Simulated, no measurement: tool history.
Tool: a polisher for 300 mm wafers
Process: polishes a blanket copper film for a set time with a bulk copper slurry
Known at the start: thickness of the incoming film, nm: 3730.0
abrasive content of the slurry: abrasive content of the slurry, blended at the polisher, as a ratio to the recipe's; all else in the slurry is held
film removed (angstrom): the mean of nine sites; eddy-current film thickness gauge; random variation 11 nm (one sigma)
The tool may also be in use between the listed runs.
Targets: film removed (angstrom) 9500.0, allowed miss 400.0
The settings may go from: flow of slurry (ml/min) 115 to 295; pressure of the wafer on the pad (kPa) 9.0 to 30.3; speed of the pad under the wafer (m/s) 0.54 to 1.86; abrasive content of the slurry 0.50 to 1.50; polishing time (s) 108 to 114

run,hour,flow of slurry (ml/min),pressure of the wafer on the pad (kPa),speed of the pad under the wafer (m/s),abrasive content of the slurry,polishing time (s),film removed (angstrom)
1,0.0,190,19.3,1.18,1.00,108,12056.0
2,8.6,190,19.3,1.32,1.00,108,12750.0
3,14.4,190,19.3,1.50,1.00,108,13931.0
4,17.7,190,17.9,1.50,1.00,108,13235.0
5,18.5,190,16.5,1.50,1.00,108,12261.0
6,23.1,190,16.5,1.50,0.90,108,12112.0
7,27.2,190,15.9,1.50,0.90,108,11745.0
8,33.0,190,15.2,1.50,0.90,108,11010.0
9,39.0,190,14.5,1.50,0.90,108,10638.0
10,43.6,190,13.8,1.50,0.90,108,10172.0

Which of these 4 next moves meets every target?
A,48.2,180,13.8,1.64,0.85,108,?
B,48.2,195,13.1,1.58,1.00,111,?
C,48.2,180,12.4,1.52,0.85,114,?
D,48.2,190,17.2,1.16,0.85,113,?

move,film removed (angstrom)
A,10715.0
B,10664.0
C,9637.9
D,10780.0
A: further off than the last run
B: further off than the last run
C: meets every target
D: further off than the last run
Answer: C
